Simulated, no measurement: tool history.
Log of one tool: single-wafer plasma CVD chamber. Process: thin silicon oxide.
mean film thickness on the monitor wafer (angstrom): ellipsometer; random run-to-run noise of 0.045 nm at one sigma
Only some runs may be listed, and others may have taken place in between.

run,hour,heater temperature setpoint (°C),chamber pressure (Torr),RF power (W),deposition time (s),mean film thickness on the monitor wafer (angstrom)
1,0.0,420,0.998,270,11.11,220.86
2,2.9,420,1.150,270,11.11,239.24
3,5.9,420,1.045,270,11.11,227.19
4,13.2,415,1.045,270,11.11,228.17
5,21.0,417,0.969,270,11.11,218.09
# hour 21.9: thermocouple changed; heater temperature recalibrated
6,21.9,417,1.030,270,11.11,225.21
7,25.9,417,0.956,270,11.11,216.61

Estimate the outcome of run 8 from the log above:
8,34.4,417,0.756,270,11.11,?

Run 8 came out at mean film thickness on the monitor wafer (angstrom) 183.65.

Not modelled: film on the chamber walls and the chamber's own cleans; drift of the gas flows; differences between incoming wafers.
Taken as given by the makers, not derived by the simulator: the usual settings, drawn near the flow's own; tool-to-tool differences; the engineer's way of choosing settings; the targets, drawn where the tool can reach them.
